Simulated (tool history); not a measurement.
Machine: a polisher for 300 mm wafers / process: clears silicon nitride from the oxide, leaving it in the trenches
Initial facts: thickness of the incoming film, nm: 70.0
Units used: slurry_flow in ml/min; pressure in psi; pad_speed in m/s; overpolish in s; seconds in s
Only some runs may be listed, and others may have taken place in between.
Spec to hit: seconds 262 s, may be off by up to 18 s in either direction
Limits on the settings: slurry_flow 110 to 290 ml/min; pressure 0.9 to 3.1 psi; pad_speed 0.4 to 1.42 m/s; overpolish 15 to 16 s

run	hour	slurry_flow	pressure	pad_speed	overpolish	seconds
1	0	185	2	0.9	15	131.14
2	1.2	185	2.5	0.9	15	110.4
3	8.3	185	2.7	0.9	15	102.23
4	10.3	185	2.7	0.9	15	105.87
# hour 15.2: head pressure recalibrated
5	15.2	170	2.7	0.9	15	91.677
6	17.7	170	2.7	0.9	16	89.707
7	24.6	180	2.6	0.88	16	97.911
8	33.5	185	2.4	0.86	16	109.36
9	38.4	180	1.8	0.62	16	179.99
10	40.1	180	1.7	0.62	16	189.29
11	45.8	180	1.1	0.56	16	311.54

5 candidate next runs follow, results not yet known. Just one meets every target within its allowed miss. Identify it.
A	51.5	190	1.6	0.56	16	?
B	51.5	190	0.9	0.48	15	?
C	51.5	170	1.3	0.58	15	?
D	51.5	150	1.4	0.66	16	?
E	51.5	210	1.6	0.56	16	?

move	seconds
A	219.41
B	419.29
C	264.67
D	229.03
E	216.27
A: the result that was furthest off in the last run now lies on the other side of its target
B: its largest miss is bigger than the last run's
C: all results in spec
D: the result that was furthest off in the last run now lies on the other side of its target
E: the result that was furthest off in the last run now lies on the other side of its target
The move that meets every target is C.

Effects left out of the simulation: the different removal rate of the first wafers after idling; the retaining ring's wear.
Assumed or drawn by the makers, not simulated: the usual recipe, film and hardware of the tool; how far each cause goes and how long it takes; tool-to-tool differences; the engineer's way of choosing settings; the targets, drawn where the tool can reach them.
